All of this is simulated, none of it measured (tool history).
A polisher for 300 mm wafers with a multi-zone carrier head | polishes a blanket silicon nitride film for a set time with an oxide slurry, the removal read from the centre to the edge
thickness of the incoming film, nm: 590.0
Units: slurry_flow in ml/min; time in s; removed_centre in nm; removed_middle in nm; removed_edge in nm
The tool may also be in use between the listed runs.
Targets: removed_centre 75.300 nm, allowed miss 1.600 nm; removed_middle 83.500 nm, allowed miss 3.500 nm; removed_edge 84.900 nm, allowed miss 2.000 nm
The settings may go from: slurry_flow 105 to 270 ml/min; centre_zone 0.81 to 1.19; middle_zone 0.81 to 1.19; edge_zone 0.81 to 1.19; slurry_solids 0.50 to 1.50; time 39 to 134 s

| run | hour | slurry_flow | centre_zone | middle_zone | edge_zone | slurry_solids | time | removed_centre | removed_middle | removed_edge |
|---|---|---|---|---|---|---|---|---|---|---|
| 1 | 0.0 | 175 | 1.00 | 1.00 | 1.00 | 1.00 | 86 | 68.166 | 68.198 | 70.272 |
| 2 | 3.2 | 175 | 1.00 | 0.94 | 1.00 | 1.00 | 86 | 68.177 | 65.482 | 69.561 |
| 3 | 9.2 | 180 | 1.00 | 0.96 | 1.02 | 1.00 | 86 | 69.134 | 67.987 | 72.243 |
| 4 | 12.3 | 180 | 1.00 | 0.90 | 1.02 | 1.00 | 86 | 68.914 | 65.676 | 71.034 |
|  | 20.0 | slurry nozzle cleaned |
| 5 | 20.0 | 150 | 1.00 | 0.90 | 1.02 | 1.00 | 86 | 68.891 | 64.735 | 71.413 |
| 6 | 26.7 | 150 | 1.00 | 0.90 | 1.02 | 1.00 | 76 | 60.715 | 57.365 | 62.794 |
| 7 | 30.5 | 155 | 1.00 | 0.93 | 1.04 | 1.05 | 76 | 62.659 | 60.047 | 64.107 |
| 8 | 32.3 | 155 | 1.00 | 0.93 | 1.04 | 1.05 | 76 | 62.867 | 59.820 | 65.277 |
| 9 | 39.6 | 160 | 1.00 | 0.96 | 1.05 | 1.10 | 76 | 64.360 | 61.507 | 65.708 |

4 next moves are on the table. One of them brings every result within its allowed miss. Which?
| A | 46.9 | 105 | 0.88 | 1.02 | 1.07 | 0.85 | 96 | ? | ? | ? |
| B | 46.9 | 155 | 0.96 | 0.91 | 1.06 | 1.15 | 87 | ? | ? | ? |
| C | 46.9 | 200 | 0.99 | 1.17 | 0.82 | 1.00 | 92 | ? | ? | ? |
| D | 46.9 | 175 | 0.91 | 1.02 | 1.02 | 0.95 | 102 | ? | ? | ? |

| move | removed_centre | removed_middle | removed_edge |
|---|---|---|---|
| A | 58.075 | 67.958 | 72.936 |
| B | 70.968 | 69.230 | 78.070 |
| C | 77.687 | 87.500 | 71.915 |
| D | 75.819 | 84.368 | 85.448 |
A: further off than the last run
B: nearer than the last run, and not there yet
C: nearer than the last run, and not there yet
D: meets every target
Answer: D
